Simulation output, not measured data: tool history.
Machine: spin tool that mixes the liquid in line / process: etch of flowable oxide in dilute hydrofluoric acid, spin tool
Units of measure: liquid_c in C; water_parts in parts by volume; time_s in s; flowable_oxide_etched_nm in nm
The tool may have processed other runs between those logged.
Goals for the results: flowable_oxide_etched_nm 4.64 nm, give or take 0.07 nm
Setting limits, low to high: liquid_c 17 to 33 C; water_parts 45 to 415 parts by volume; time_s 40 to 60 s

run 1 day=0 | liquid_c=25 water_parts=230 time_s=60 | flowable_oxide_etched_nm=4.9733
run 2 day=0.225 | liquid_c=24.5 water_parts=230 time_s=60 | flowable_oxide_etched_nm=4.9248
run 3 day=0.292 | liquid_c=24.5 water_parts=175 time_s=60 | flowable_oxide_etched_nm=6.9135
run 4 day=0.562 | liquid_c=24.5 water_parts=145 time_s=60 | flowable_oxide_etched_nm=8.6141
run 5 day=0.804 | liquid_c=22.5 water_parts=160 time_s=60 | flowable_oxide_etched_nm=7.0819
run 6 day=0.867 | liquid_c=24 water_parts=160 time_s=60 | flowable_oxide_etched_nm=7.5182
run 7 day=1.154 | liquid_c=22 water_parts=170 time_s=60 | flowable_oxide_etched_nm=6.4253
run 8 day=1.446 | liquid_c=20.5 water_parts=175 time_s=60 | flowable_oxide_etched_nm=5.8353
run 9 day=1.638 | liquid_c=19.5 water_parts=180 time_s=60 | flowable_oxide_etched_nm=5.4782
run 10 day=1.742 | liquid_c=17 water_parts=195 time_s=60 | flowable_oxide_etched_nm=4.5381

Of the 5 settings listed for the next run, only one would bring every result within its allowed miss of target. Which one?
run A day=1.846 | liquid_c=17 water_parts=200 time_s=60 | flowable_oxide_etched_nm=?
run B day=1.846 | liquid_c=18.5 water_parts=180 time_s=55 | flowable_oxide_etched_nm=?
run C day=1.846 | liquid_c=18 water_parts=205 time_s=60 | flowable_oxide_etched_nm=?
run D day=1.846 | liquid_c=17 water_parts=190 time_s=60 | flowable_oxide_etched_nm=?
run E day=1.846 | liquid_c=17 water_parts=140 time_s=40 | flowable_oxide_etched_nm=?

move=A flowable_oxide_etched_nm=4.3832
move=B flowable_oxide_etched_nm=4.8291
move=C flowable_oxide_etched_nm=4.4286
move=D flowable_oxide_etched_nm=4.6566
move=E flowable_oxide_etched_nm=4.4186
A: its largest miss is bigger than the last run's
B: the result that was furthest off in the last run now lies on the other side of its target
C: its largest miss is bigger than the last run's
D: hits every target within its allowed miss
E: its largest miss is bigger than the last run's
Go with D: it meets all targets.

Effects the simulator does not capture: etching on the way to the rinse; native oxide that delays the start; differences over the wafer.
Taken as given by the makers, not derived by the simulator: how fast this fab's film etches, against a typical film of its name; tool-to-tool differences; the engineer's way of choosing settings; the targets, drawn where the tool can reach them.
